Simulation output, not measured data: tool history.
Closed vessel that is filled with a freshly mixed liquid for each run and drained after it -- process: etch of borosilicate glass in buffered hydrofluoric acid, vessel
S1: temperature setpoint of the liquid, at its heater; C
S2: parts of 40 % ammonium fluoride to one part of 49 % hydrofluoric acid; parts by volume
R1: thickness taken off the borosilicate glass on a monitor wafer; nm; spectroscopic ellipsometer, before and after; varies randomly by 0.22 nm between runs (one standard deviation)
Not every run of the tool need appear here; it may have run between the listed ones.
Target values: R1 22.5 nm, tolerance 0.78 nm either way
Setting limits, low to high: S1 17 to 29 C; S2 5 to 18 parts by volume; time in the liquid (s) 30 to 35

run 1 day=0 | S1=21 S2=11 time_in_the_liquid_(s)=35 | R1=32.689
run 2 day=0.267 | S1=20 S2=11.5 time_in_the_liquid_(s)=35 | R1=29.87
run 3 day=0.367 | S1=23.5 S2=11.5 time_in_the_liquid_(s)=35 | R1=35.784
run 4 day=0.742 | S1=22 S2=12 time_in_the_liquid_(s)=35 | R1=32.469
run 5 day=0.796 | S1=19.5 S2=12 time_in_the_liquid_(s)=35 | R1=28.096
run 6 day=1.042 | S1=19 S2=12.5 time_in_the_liquid_(s)=35 | R1=25.678
run 7 day=1.342 | S1=18.5 S2=12.5 time_in_the_liquid_(s)=35 | R1=25.367
run 8 day=1.621 | S1=18 S2=12.5 time_in_the_liquid_(s)=35 | R1=24.82

Pick the move, out of 4, that brings all results within their allowed miss; only one does.
run A day=1.9 | S1=17 S2=13 time_in_the_liquid_(s)=35 | R1=?
run B day=1.9 | S1=18.5 S2=10.5 time_in_the_liquid_(s)=30 | R1=?
run C day=1.9 | S1=17.5 S2=12.5 time_in_the_liquid_(s)=35 | R1=?
run D day=1.9 | S1=18 S2=13 time_in_the_liquid_(s)=35 | R1=?

move=A R1=22.841
move=B R1=25.768
move=C R1=24.416
move=D R1=24.148
A: every result lands within tolerance
B: misses by more than the last run did
C: gains on the last run, yet a result remains outside its allowed miss
D: gains on the last run, yet a result remains outside its allowed miss
So the answer is move A, the one that meets all the targets.
